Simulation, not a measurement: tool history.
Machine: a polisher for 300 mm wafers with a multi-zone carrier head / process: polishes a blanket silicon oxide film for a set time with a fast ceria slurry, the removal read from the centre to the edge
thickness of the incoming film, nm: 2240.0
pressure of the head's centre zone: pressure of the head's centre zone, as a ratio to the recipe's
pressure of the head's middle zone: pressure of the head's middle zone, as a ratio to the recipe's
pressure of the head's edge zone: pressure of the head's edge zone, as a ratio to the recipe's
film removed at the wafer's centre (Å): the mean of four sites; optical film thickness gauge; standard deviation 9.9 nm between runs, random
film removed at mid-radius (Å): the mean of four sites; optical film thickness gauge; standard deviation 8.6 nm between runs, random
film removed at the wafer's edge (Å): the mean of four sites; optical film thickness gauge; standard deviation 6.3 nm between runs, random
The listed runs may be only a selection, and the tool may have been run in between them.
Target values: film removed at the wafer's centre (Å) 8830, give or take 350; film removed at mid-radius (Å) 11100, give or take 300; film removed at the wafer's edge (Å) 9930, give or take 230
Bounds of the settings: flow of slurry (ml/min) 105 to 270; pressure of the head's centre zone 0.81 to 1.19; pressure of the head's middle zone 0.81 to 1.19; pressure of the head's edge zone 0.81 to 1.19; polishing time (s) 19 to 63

run    day  flow of slurry (ml/min)  pressure of the head's centre zone  pressure of the head's middle zone  pressure of the head's edge zone  polishing time (s)  film removed at the wafer's centre (Å)  film removed at mid-radius (Å)  film removed at the wafer's edge (Å)
  1      0                      175                                   1                                   1                                 1                  41                                  8672.2                          8306.3                                7859.3
  2  0.208                      180                                0.98                                1.02                              1.02                  42                                  8680.5                          8667.1                                8125.7
  3  0.371                      185                                0.97                                1.04                              1.04                  43                                    8798                          9071.9                                8401.3
  4  0.683                      185                                0.97                                1.04                              1.04                  37                                  7634.3                          7768.7                                7276.4
  5  0.808                      185                                0.97                                1.09                              1.04                  37                                  7503.2                          8142.3                                  7305
  6  1.083                      185                                0.97                                1.09                              0.96                  37                                  7584.4                          7943.1                                6995.3
  7  1.292                      185                                0.96                                 1.1                              0.99                  38                                  7807.4                          8393.7                                7300.1
  8  1.638                      190                                0.95                                 1.1                              1.02                  39                                  7723.1                          8660.6                                7524.5
  9  1.758                      190                                0.94                                 1.1                              1.04                  40                                  7974.6                          8846.5                                7884.8
 10  2.067                      195                                0.93                                1.11                              1.06                  41                                  8200.2                          9222.6                                8135.9
 11   2.25                      195                                0.93                                1.11                              1.06                  41                                    7916                          9051.2                                8208.6
 12  2.575                      200                                0.93                                1.12                              1.07                  42                                  8303.9                          9441.2                                8344.7
 13  2.858                      200                                0.92                                1.13                              1.08                  43                                  8425.2                          9907.5                                  8566
 14  3.012                      200                                0.91                                1.13                              1.09                  44                                  8728.5                          9972.4                                8892.6
 15  3.171                      205                                 0.9                                1.14                               1.1                  44                                    8662                           10092                                8917.5
 16  3.367                      205                                0.89                                1.15                              1.11                  44                                  8290.5                           10141                                8959.7
 17  3.496                      210                                0.89                                1.15                              1.12                  44                                  8535.9                           10073                                9050.3
 18  3.712                      210                                0.88                                1.15                              1.13                  44                                  8228.5                           10275                                9049.9
 19  3.858                      215                                0.88                                1.15                              1.14                  44                                  8498.8                           10256                                9124.2
 20  4.033                      220                                0.87                                1.15                              1.15                  44                                  8175.6                           10173                                9172.5
     4.071  -- edge zone pressure recalibrated
 21  4.071                      220                                0.87                                1.15                              1.16                  44                                  8339.2                           10153                                  9645

Of the 5 settings listed for the next run, only one would bring every result within its allowed miss of target. Which one?
  A  4.108                      255                                0.98                                   1                              1.19                  41                                       ?                               ?                                     ?
  B  4.108                      235                                0.86                                1.19                              1.08                  44                                       ?                               ?                                     ?
  C  4.108                      215                                0.97                                1.19                              1.16                  46                                       ?                               ?                                     ?
  D  4.108                      205                                   1                                1.07                              1.19                  42                                       ?                               ?                                     ?
  E  4.108                      255                                0.85                                1.14                              1.08                  47                                       ?                               ?                                     ?

move  film removed at the wafer's centre (Å)  film removed at mid-radius (Å)  film removed at the wafer's edge (Å)
   A                                  8957.5                          8631.1                                9175.9
   B                                  8366.7                           10676                                9319.1
   C                                  9782.1                           11059                                 10020
   D                                  9154.1                          9170.9                                9247.2
   E                                  8904.3                           11073                                 10018
A: lands further from the targets than the last run did
B: nearer the targets than the last run, but a result is still out of spec
C: the worst result of the last run now meets its target, but another is out of spec
D: lands further from the targets than the last run did
E: all results land within tolerance of their targets
Go with E: it meets all targets.
